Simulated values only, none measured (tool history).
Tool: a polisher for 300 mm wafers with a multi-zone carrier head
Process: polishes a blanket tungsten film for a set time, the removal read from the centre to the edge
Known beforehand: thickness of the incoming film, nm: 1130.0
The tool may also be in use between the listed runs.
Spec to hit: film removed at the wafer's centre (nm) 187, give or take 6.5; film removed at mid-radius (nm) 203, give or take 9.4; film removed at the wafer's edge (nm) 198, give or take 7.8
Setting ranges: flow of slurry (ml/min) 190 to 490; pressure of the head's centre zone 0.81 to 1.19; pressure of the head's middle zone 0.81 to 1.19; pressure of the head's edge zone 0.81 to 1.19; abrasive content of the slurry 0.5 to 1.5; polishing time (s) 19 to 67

run  hour  flow of slurry (ml/min)  pressure of the head's centre zone  pressure of the head's middle zone  pressure of the head's edge zone  abrasive content of the slurry  polishing time (s)  film removed at the wafer's centre (nm)  film removed at mid-radius (nm)  film removed at the wafer's edge (nm)
  1     0                      315                                   1                                   1                                 1                               1                  43                                   305.58                           348.28                                 339.09
  2   0.5                      290                                   1                                   1                                 1                               1                  43                                   297.81                           346.19                                 342.42
  3   4.2                      325                                0.98                                0.98                              0.97                            0.85                  38                                   253.93                           290.91                                 282.27
  4  12.8                      325                                1.02                                0.98                              0.97                            0.85                  38                                   261.17                           288.85                                 285.53
  5  17.1                      340                                1.01                                0.96                              0.94                            0.75                  36                                   240.83                           268.35                                 262.34
  6  22.5                      340                                1.01                                0.88                              0.94                            0.75                  36                                    245.4                           255.49                                 256.66
  7  23.4                      330                                0.93                                0.83                              0.84                             0.5                  29                                   170.04                           186.78                                 185.98
  8  27.9                      335                                0.95                                0.85                              0.85                             0.5                  29                                   172.11                              187                                  184.6
     31.6  -- centre zone pressure recalibrated
  9  31.6                      340                                0.96                                0.87                              0.86                            0.55                  29                                   190.83                           195.33                                 191.19
 10  33.1                      335                                0.96                                0.88                              0.87                            0.55                  29                                   193.95                           202.47                                 189.78

Next run, 4 choices. One meets every target within its allowed miss, the rest don't. Which?
  A  34.6                      280                                1.05                                1.19                              0.92                             0.5                  26                                        ?                                ?                                      ?
  B  34.6                      320                                0.88                                0.87                              0.88                            0.55                  30                                        ?                                ?                                      ?
  C  34.6                      335                                1.02                                0.89                               0.9                            1.15                  24                                        ?                                ?                                      ?
  D  34.6                      320                                0.99                                0.89                              0.89                             0.5                  30                                        ?                                ?                                      ?

move  film removed at the wafer's centre (nm)  film removed at mid-radius (nm)  film removed at the wafer's edge (nm)
   A                                   187.11                           194.49                                 168.55
   B                                   185.23                           197.15                                  195.5
   C                                   198.89                           184.12                                 182.53
   D                                   205.22                           195.88                                 193.29
A: the worst result of the last run now meets its target, but another is out of spec
B: meets every target
C: lands further from the targets than the last run did
D: lands further from the targets than the last run did
Move B is the one to make.

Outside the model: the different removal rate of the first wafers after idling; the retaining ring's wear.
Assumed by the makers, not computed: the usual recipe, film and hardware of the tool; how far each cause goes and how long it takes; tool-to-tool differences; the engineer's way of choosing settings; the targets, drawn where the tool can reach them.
